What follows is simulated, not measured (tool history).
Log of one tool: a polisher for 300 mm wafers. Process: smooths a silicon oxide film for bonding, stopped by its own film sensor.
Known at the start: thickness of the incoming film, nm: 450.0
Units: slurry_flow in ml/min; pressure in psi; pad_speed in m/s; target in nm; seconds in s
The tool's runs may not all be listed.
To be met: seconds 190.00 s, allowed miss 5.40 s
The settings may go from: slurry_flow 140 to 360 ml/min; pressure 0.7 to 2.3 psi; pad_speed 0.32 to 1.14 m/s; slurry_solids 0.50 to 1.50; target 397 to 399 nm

{"run": 1, "hour": 0.0, "slurry_flow": 230, "pressure": 1.5, "pad_speed": 0.72, "slurry_solids": 1.0, "target": 399, "seconds": 112.69}
{"run": 2, "hour": 2.5, "slurry_flow": 180, "pressure": 1.5, "pad_speed": 0.72, "slurry_solids": 1.0, "target": 399, "seconds": 114.68}
{"run": 3, "hour": 9.4, "slurry_flow": 140, "pressure": 1.5, "pad_speed": 0.72, "slurry_solids": 1.0, "target": 399, "seconds": 123.68}
{"run": 4, "hour": 13.5, "slurry_flow": 140, "pressure": 1.5, "pad_speed": 0.72, "slurry_solids": 1.0, "target": 399, "seconds": 122.99}
{"run": 5, "hour": 15.5, "slurry_flow": 140, "pressure": 1.4, "pad_speed": 0.72, "slurry_solids": 1.0, "target": 399, "seconds": 131.04}
{"run": 6, "hour": 19.0, "slurry_flow": 140, "pressure": 1.3, "pad_speed": 0.72, "slurry_solids": 1.0, "target": 399, "seconds": 140.16}
{"run": 7, "hour": 21.6, "slurry_flow": 140, "pressure": 1.2, "pad_speed": 0.72, "slurry_solids": 1.0, "target": 399, "seconds": 151.73}
{"run": 8, "hour": 29.0, "slurry_flow": 140, "pressure": 1.1, "pad_speed": 0.72, "slurry_solids": 1.0, "target": 399, "seconds": 166.16}
{"run": 9, "hour": 33.0, "slurry_flow": 140, "pressure": 1.0, "pad_speed": 0.72, "slurry_solids": 1.0, "target": 399, "seconds": 180.03}
{"run": 10, "hour": 39.9, "slurry_flow": 140, "pressure": 0.9, "pad_speed": 0.72, "slurry_solids": 1.0, "target": 399, "seconds": 203.31}
{"run": 11, "hour": 41.1, "slurry_flow": 160, "pressure": 1.0, "pad_speed": 0.72, "slurry_solids": 1.0, "target": 399, "seconds": 177.12}
{"run": 12, "hour": 42.9, "slurry_flow": 155, "pressure": 1.0, "pad_speed": 0.72, "slurry_solids": 1.0, "target": 399, "seconds": 177.89}
{"run": 13, "hour": 49.8, "slurry_flow": 150, "pressure": 1.0, "pad_speed": 0.72, "slurry_solids": 1.0, "target": 399, "seconds": 179.43}
{"run": 14, "hour": 57.8, "slurry_flow": 145, "pressure": 1.0, "pad_speed": 0.72, "slurry_solids": 1.0, "target": 399, "seconds": 177.28}

Which of these 5 next moves meets every target?
{"run": "A", "hour": 65.8, "slurry_flow": 140, "pressure": 1.1, "pad_speed": 0.68, "slurry_solids": 0.85, "target": 399, "seconds": "?"}
{"run": "B", "hour": 65.8, "slurry_flow": 155, "pressure": 1.1, "pad_speed": 0.72, "slurry_solids": 1.0, "target": 399, "seconds": "?"}
{"run": "C", "hour": 65.8, "slurry_flow": 145, "pressure": 1.0, "pad_speed": 0.88, "slurry_solids": 0.9, "target": 399, "seconds": "?"}
{"run": "D", "hour": 65.8, "slurry_flow": 180, "pressure": 1.0, "pad_speed": 0.74, "slurry_solids": 0.95, "target": 399, "seconds": "?"}
{"run": "E", "hour": 65.8, "slurry_flow": 175, "pressure": 1.0, "pad_speed": 0.78, "slurry_solids": 0.9, "target": 399, "seconds": "?"}

move=A seconds=191.61
move=B seconds=161.31
move=C seconds=167.38
move=D seconds=175.38
move=E seconds=176.52
A: meets every target
B: further off than the last run
C: further off than the last run
D: further off than the last run
E: further off than the last run
Answer: A
